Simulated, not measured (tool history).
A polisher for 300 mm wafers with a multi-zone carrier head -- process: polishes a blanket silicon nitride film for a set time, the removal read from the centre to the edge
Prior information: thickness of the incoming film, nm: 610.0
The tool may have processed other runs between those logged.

| run | hour | flow of slurry (ml/min) | pressure of the head's centre zone | pressure of the head's middle zone | pressure of the head's edge zone | polishing time (s) | film removed at the wafer's centre (Å) | film removed at mid-radius (Å) | film removed at the wafer's edge (Å) |
|---|---|---|---|---|---|---|---|---|---|
| 1 | 0 | 265 | 1 | 1 | 1 | 61 | 1398.8 | 1446.4 | 1433.2 |
| 2 | 0.7 | 210 | 1 | 1 | 1 | 61 | 1370.6 | 1416.2 | 1429.9 |
| 3 | 5 | 180 | 1 | 1 | 1 | 61 | 1311.7 | 1377.6 | 1414 |
| 4 | 13 | 180 | 1 | 1 | 1.03 | 61 | 1346 | 1399.6 | 1403.9 |
| 5 | 19 | 180 | 0.99 | 1.02 | 1.03 | 59 | 1255.1 | 1353.1 | 1354.1 |
| 6 | 24.3 | 185 | 0.98 | 1.04 | 1.03 | 57 | 1215.1 | 1325.1 | 1329 |
| 7 | 27.9 | 200 | 0.97 | 1.06 | 1.01 | 55 | 1181.4 | 1312.2 | 1291.8 |
| 8 | 28.6 | 210 | 0.96 | 1.08 | 1 | 53 | 1127 | 1322.1 | 1220.1 |
| 9 | 30.6 | 210 | 0.95 | 1.08 | 0.99 | 52 | 1103.5 | 1307.9 | 1215.5 |
| 10 | 34.8 | 210 | 0.88 | 1.15 | 0.93 | 40 | 768.51 | 1024.2 | 904.55 |
| 11 | 43.8 | 220 | 0.88 | 1.15 | 0.94 | 40 | 789.77 | 1066.8 | 915.15 |
| 12 | 51.2 | 225 | 0.88 | 1.15 | 0.95 | 40 | 780.38 | 1037.7 | 927.54 |
| 13 | 52.4 | 240 | 0.91 | 1.19 | 0.96 | 47 | 977.84 | 1287.7 | 1097.9 |
| 14 | 59.8 | 235 | 0.91 | 1.19 | 0.96 | 47 | 954.53 | 1268.1 | 1079.8 |
| 15 | 62.7 | 230 | 0.91 | 1.19 | 0.96 | 47 | 965.08 | 1281.2 | 1090 |
| 16 | 63.4 | 225 | 0.91 | 1.19 | 0.96 | 47 | 952.29 | 1235.6 | 1064.7 |
| 17 | 66.6 | 220 | 0.91 | 1.19 | 0.96 | 47 | 973.33 | 1276.7 | 1081.6 |
| 18 | 68.5 | 220 | 0.91 | 1.18 | 0.96 | 47 | 960.71 | 1222.9 | 1050.2 |
| 19 | 73.4 | 220 | 0.9 | 1.18 | 0.96 | 47 | 937.5 | 1278.9 | 1062.4 |
| 20 | 77.6 | 220 | 0.9 | 1.17 | 0.96 | 47 | 949.54 | 1257.1 | 1074.5 |
| 21 | 80.6 | 220 | 0.9 | 1.16 | 0.96 | 47 | 959.76 | 1223.6 | 1080.3 |

Run 22 is up next; what results do you expect?
| 22 | 85.3 | 220 | 0.89 | 1.16 | 0.96 | 47 | ? | ? | ? |

{"run 22": {"film removed at the wafer's centre (Å)": 934.39, "film removed at mid-radius (Å)": 1256.1, "film removed at the wafer's edge (Å)": 1062.7}}
